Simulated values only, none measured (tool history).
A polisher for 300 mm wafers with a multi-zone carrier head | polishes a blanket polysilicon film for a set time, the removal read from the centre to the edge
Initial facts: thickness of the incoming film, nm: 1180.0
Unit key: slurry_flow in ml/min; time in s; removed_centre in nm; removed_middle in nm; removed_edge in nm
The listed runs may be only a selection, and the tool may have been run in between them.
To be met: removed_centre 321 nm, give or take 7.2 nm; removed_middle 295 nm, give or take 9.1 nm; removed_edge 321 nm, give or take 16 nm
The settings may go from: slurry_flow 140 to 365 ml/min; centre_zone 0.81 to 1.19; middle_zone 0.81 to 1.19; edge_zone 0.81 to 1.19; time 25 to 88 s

{"run": 1, "hour": 0.0, "slurry_flow": 235, "centre_zone": 1, "middle_zone": 1, "edge_zone": 1, "time": 56, "removed_centre": 418.54, "removed_middle": 417.01, "removed_edge": 429.72}
{"run": 2, "hour": 7.4, "slurry_flow": 230, "centre_zone": 0.99, "middle_zone": 0.96, "edge_zone": 0.96, "time": 53, "removed_centre": 394.42, "removed_middle": 388.88, "removed_edge": 400.98}
{"run": 3, "hour": 16.4, "slurry_flow": 255, "centre_zone": 0.99, "middle_zone": 0.96, "edge_zone": 0.96, "time": 53, "removed_centre": 400.08, "removed_middle": 392.65, "removed_edge": 396.65}
{"run": 4, "hour": 23.5, "slurry_flow": 255, "centre_zone": 0.98, "middle_zone": 0.93, "edge_zone": 0.95, "time": 50, "removed_centre": 371.56, "removed_middle": 357.15, "removed_edge": 377.88}
{"run": 5, "hour": 27.9, "slurry_flow": 260, "centre_zone": 0.97, "middle_zone": 0.91, "edge_zone": 0.93, "time": 48, "removed_centre": 351.77, "removed_middle": 344.89, "removed_edge": 357.36}
{"run": 6, "hour": 36.3, "slurry_flow": 260, "centre_zone": 0.97, "middle_zone": 0.91, "edge_zone": 0.98, "time": 48, "removed_centre": 353.99, "removed_middle": 342.95, "removed_edge": 375.51}
{"run": 7, "hour": 37.3, "slurry_flow": 255, "centre_zone": 0.97, "middle_zone": 0.89, "edge_zone": 0.95, "time": 47, "removed_centre": 344.04, "removed_middle": 325.71, "removed_edge": 355.73}
{"run": 8, "hour": 39.6, "slurry_flow": 240, "centre_zone": 0.97, "middle_zone": 0.88, "edge_zone": 0.93, "time": 47, "removed_centre": 342.5, "removed_middle": 319.79, "removed_edge": 347.97}
{"run": 9, "hour": 47.3, "slurry_flow": 225, "centre_zone": 0.96, "middle_zone": 0.87, "edge_zone": 0.92, "time": 47, "removed_centre": 332.49, "removed_middle": 315.66, "removed_edge": 344.52}
{"run": 10, "hour": 48.8, "slurry_flow": 215, "centre_zone": 0.96, "middle_zone": 0.86, "edge_zone": 0.91, "time": 47, "removed_centre": 330.91, "removed_middle": 307.69, "removed_edge": 344.17}
{"run": 11, "hour": 55.1, "slurry_flow": 215, "centre_zone": 0.96, "middle_zone": 0.86, "edge_zone": 0.91, "time": 47, "removed_centre": 330.78, "removed_middle": 312.2, "removed_edge": 351.31}
{"run": 12, "hour": 57.0, "slurry_flow": 220, "centre_zone": 0.96, "middle_zone": 0.85, "edge_zone": 0.89, "time": 46, "removed_centre": 326.66, "removed_middle": 303.75, "removed_edge": 340.91}

Which single option among these 5 for the next run brings every result within its allowed miss of target? Just one does.
{"run": "A", "hour": 58.9, "slurry_flow": 305, "centre_zone": 1, "middle_zone": 0.94, "edge_zone": 0.86, "time": 42, "removed_centre": "?", "removed_middle": "?", "removed_edge": "?"}
{"run": "B", "hour": 58.9, "slurry_flow": 185, "centre_zone": 1.01, "middle_zone": 0.89, "edge_zone": 0.83, "time": 47, "removed_centre": "?", "removed_middle": "?", "removed_edge": "?"}
{"run": "C", "hour": 58.9, "slurry_flow": 240, "centre_zone": 0.9, "middle_zone": 0.81, "edge_zone": 0.91, "time": 50, "removed_centre": "?", "removed_middle": "?", "removed_edge": "?"}
{"run": "D", "hour": 58.9, "slurry_flow": 295, "centre_zone": 0.95, "middle_zone": 0.83, "edge_zone": 0.81, "time": 46, "removed_centre": "?", "removed_middle": "?", "removed_edge": "?"}
{"run": "E", "hour": 58.9, "slurry_flow": 235, "centre_zone": 0.99, "middle_zone": 0.88, "edge_zone": 0.91, "time": 43, "removed_centre": "?", "removed_middle": "?", "removed_edge": "?"}

move=A removed_centre=325.51 removed_middle=307.52 removed_edge=314.57
move=B removed_centre=340.89 removed_middle=307.41 removed_edge=331.51
move=C removed_centre=337.59 removed_middle=315.78 removed_edge=373.08
move=D removed_centre=337.02 removed_middle=303.49 removed_edge=338.7
move=E removed_centre=318.76 removed_middle=289.35 removed_edge=319.87
A: the furthest-off result lands on target, but another misses its tolerance
B: the furthest-off result lands on target, but another misses its tolerance
C: moves away from the targets compared with the last run
D: moves away from the targets compared with the last run
E: each result inside its tolerance
So the answer is move E, the one that meets all the targets.
